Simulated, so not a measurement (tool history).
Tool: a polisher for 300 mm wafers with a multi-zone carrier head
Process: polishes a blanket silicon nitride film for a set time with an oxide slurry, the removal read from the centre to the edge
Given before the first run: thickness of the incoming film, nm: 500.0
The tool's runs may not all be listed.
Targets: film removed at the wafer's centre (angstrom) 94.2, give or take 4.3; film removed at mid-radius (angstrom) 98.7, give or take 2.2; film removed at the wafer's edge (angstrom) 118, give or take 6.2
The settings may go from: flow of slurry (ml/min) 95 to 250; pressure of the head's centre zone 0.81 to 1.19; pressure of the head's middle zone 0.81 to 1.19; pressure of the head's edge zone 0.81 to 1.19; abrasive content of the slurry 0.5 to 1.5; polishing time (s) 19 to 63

| run | hour | flow of slurry (ml/min) | pressure of the head's centre zone | pressure of the head's middle zone | pressure of the head's edge zone | abrasive content of the slurry | polishing time (s) | film removed at the wafer's centre (angstrom) | film removed at mid-radius (angstrom) | film removed at the wafer's edge (angstrom) |
|---|---|---|---|---|---|---|---|---|---|---|
| 1 | 0 | 160 | 1 | 1 | 1 | 1 | 41 | 128.65 | 132.12 | 131.52 |
| 2 | 5.7 | 160 | 0.92 | 1 | 1 | 1 | 41 | 118.62 | 132.57 | 133.12 |
| 3 | 13.3 | 160 | 0.92 | 1 | 1 | 1 | 35 | 101.69 | 112.7 | 110.71 |
| 4 | 21.4 | 160 | 0.92 | 1 | 1 | 1.05 | 35 | 103.37 | 114.08 | 110.76 |
| 5 | 28.4 | 160 | 0.92 | 1 | 0.94 | 1.05 | 35 | 104.23 | 112.72 | 110.6 |
| 6 | 36.3 | 160 | 0.92 | 1 | 0.88 | 1.05 | 35 | 100.77 | 114.51 | 110.42 |
| 7 | 43.6 | 160 | 0.92 | 1 | 0.88 | 1.05 | 35 | 104.73 | 115.12 | 109.35 |
| 8 | 47.6 | 145 | 0.9 | 0.97 | 0.91 | 1.1 | 35 | 100.74 | 110.42 | 111.66 |
| 9 | 50.3 | 135 | 0.89 | 0.95 | 0.92 | 1.15 | 35 | 98.853 | 108.96 | 111.74 |
| 10 | 54.8 | 100 | 0.89 | 0.85 | 1.02 | 1.25 | 35 | 93.081 | 93.336 | 111.84 |
| 11 | 60.1 | 105 | 0.88 | 0.85 | 1.03 | 1.25 | 35 | 94.59 | 95.418 | 114.76 |
| 12 | 62.4 | 105 | 0.87 | 0.85 | 1.03 | 1.25 | 35 | 92.564 | 94.766 | 115.18 |
| 13 | 67.5 | 110 | 0.87 | 0.85 | 1.03 | 1.25 | 35 | 93.278 | 96.338 | 113.45 |
| 14 | 70.6 | 110 | 0.87 | 0.85 | 1.04 | 1.25 | 35 | 94.967 | 95.61 | 119.72 |

4 next moves are on the table. One of them brings every result within its allowed miss. Which?
| A | 73.7 | 110 | 0.86 | 0.86 | 1.05 | 1.45 | 34 | ? | ? | ? |
| B | 73.7 | 120 | 0.9 | 0.81 | 1.08 | 1.25 | 34 | ? | ? | ? |
| C | 73.7 | 105 | 0.91 | 0.87 | 1.08 | 1.25 | 34 | ? | ? | ? |
| D | 73.7 | 95 | 0.93 | 0.81 | 1.04 | 1.2 | 37 | ? | ? | ? |

| move | film removed at the wafer's centre (angstrom) | film removed at mid-radius (angstrom) | film removed at the wafer's edge (angstrom) |
|---|---|---|---|
| A | 94.65 | 99.653 | 117.36 |
| B | 96.491 | 92.716 | 115.5 |
| C | 93.094 | 94.475 | 112.3 |
| D | 97.804 | 92.422 | 115.72 |
A: all results in spec
B: further off than the last run
C: further off than the last run
D: further off than the last run
So the answer is move A, the one that meets all the targets.
